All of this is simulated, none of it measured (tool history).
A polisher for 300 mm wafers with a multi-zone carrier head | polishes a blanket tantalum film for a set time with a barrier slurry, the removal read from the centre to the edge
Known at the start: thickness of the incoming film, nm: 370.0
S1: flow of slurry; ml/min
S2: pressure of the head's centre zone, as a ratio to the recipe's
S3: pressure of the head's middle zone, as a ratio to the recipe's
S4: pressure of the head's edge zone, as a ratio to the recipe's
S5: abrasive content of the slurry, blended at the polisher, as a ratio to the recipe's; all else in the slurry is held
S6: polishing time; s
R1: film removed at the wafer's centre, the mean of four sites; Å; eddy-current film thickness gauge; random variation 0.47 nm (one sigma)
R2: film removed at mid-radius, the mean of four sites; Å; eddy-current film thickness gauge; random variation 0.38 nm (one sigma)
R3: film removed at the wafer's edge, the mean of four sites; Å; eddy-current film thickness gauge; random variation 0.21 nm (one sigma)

{"run": 1, "hour": 0.0, "S1": 170, "S2": 1.0, "S3": 1.0, "S4": 1.0, "S5": 1.0, "S6": 32, "R1": 483.59, "R2": 466.56, "R3": 482.19}
{"run": 2, "hour": 7.2, "S1": 170, "S2": 1.0, "S3": 1.0, "S4": 1.0, "S5": 1.0, "S6": 26, "R1": 396.46, "R2": 371.03, "R3": 389.55}
{"run": 3, "hour": 15.5, "S1": 210, "S2": 1.0, "S3": 1.0, "S4": 1.0, "S5": 1.0, "S6": 26, "R1": 399.32, "R2": 398.88, "R3": 395.57}
{"run": 4, "hour": 19.3, "S1": 205, "S2": 1.0, "S3": 0.99, "S4": 0.98, "S5": 0.95, "S6": 26, "R1": 397.36, "R2": 375.54, "R3": 386.32}
{"run": 5, "hour": 20.8, "S1": 220, "S2": 1.0, "S3": 0.99, "S4": 0.98, "S5": 0.95, "S6": 26, "R1": 390.46, "R2": 372.03, "R3": 392.82}
{"run": 6, "hour": 23.5, "S1": 215, "S2": 1.0, "S3": 1.0, "S4": 0.96, "S5": 0.9, "S6": 26, "R1": 381.94, "R2": 367.74, "R3": 369.74}
{"run": 7, "hour": 31.2, "S1": 210, "S2": 0.99, "S3": 0.99, "S4": 0.94, "S5": 0.85, "S6": 26, "R1": 369.53, "R2": 358.69, "R3": 357.06}
{"run": 8, "hour": 37.4, "S1": 205, "S2": 0.98, "S3": 0.97, "S4": 0.92, "S5": 0.85, "S6": 26, "R1": 364.96, "R2": 350.9, "R3": 352.48}
{"run": 9, "hour": 43.3, "S1": 200, "S2": 0.98, "S3": 0.95, "S4": 0.91, "S5": 0.8, "S6": 26, "R1": 348.88, "R2": 328.87, "R3": 336.5}
{"run": 10, "hour": 51.6, "S1": 195, "S2": 0.98, "S3": 0.94, "S4": 0.9, "S5": 0.8, "S6": 26, "R1": 346.03, "R2": 324.4, "R3": 338.6}
{"run": 11, "hour": 60.4, "S1": 190, "S2": 0.98, "S3": 0.93, "S4": 0.89, "S5": 0.8, "S6": 26, "R1": 348.73, "R2": 308.44, "R3": 331.78}
{"run": 12, "hour": 62.7, "S1": 185, "S2": 0.97, "S3": 0.93, "S4": 0.88, "S5": 0.8, "S6": 26, "R1": 337.85, "R2": 316.65, "R3": 329.98}

Forecast run 13:
{"run": 13, "hour": 65.6, "S1": 185, "S2": 0.97, "S3": 0.92, "S4": 0.87, "S5": 0.8, "S6": 26, "R1": "?", "R2": "?", "R3": "?"}

R1: 344.27 Å
R2: 314.83 Å
R3: 331.17 Å
